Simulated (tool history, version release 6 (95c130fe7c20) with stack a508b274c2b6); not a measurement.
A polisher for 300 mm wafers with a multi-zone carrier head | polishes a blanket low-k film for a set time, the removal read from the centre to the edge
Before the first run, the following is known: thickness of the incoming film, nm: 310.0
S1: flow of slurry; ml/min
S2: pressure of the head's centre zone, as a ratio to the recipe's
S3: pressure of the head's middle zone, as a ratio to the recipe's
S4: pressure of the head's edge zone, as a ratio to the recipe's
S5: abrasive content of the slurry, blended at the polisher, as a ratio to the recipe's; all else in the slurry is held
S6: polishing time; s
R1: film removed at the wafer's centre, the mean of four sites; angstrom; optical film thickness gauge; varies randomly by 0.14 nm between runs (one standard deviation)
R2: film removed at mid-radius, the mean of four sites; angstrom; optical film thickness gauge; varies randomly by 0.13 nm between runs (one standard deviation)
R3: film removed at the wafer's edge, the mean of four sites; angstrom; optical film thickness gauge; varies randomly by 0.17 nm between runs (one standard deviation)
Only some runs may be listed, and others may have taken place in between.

run,hour,S1,S2,S3,S4,S5,S6,R1,R2,R3
1,0,175,1,1,1,1,69,207.1,216.05,217.48
2,3.9,175,1.04,1,1,1,69,215.54,213.8,216
3,11.7,175,1.04,0.99,0.97,0.9,66,196.39,190.15,191.67
4,13.1,175,1.03,0.99,0.94,0.8,65,174.45,176.77,171.23
5,19,175,1.03,0.97,0.92,0.75,65,166.11,162.92,163.38
6,22.4,175,1.04,0.97,0.9,0.7,65,160.05,153.73,152.3
7,23.7,170,1.04,0.97,0.88,0.7,65,160.14,155.26,149.73
8,24.6,165,1.04,0.96,0.87,0.7,65,156.96,149.93,144.99
9,30.9,155,1.03,0.95,0.86,0.7,65,153.52,150.24,142.56
10,34.9,150,1.03,0.93,0.85,0.7,65,152.01,147.14,143.89
# hour 35.9: slurry nozzle cleaned
11,35.9,150,1.03,0.93,0.84,0.7,65,162.18,155.17,146.39
12,38.6,150,1.03,0.93,0.84,0.7,65,166.19,153.36,152.56
13,45.2,150,1.04,0.93,0.85,0.65,65,155.98,145,141.34
14,53.9,150,1.04,0.93,0.84,0.6,65,145.04,136.28,132.27

Expected results for the next run?
15,62.7,145,1.04,0.93,0.84,0.6,65,?,?,?

R1: 142.79 angstrom
R2: 135.41 angstrom
R3: 135.36 angstrom
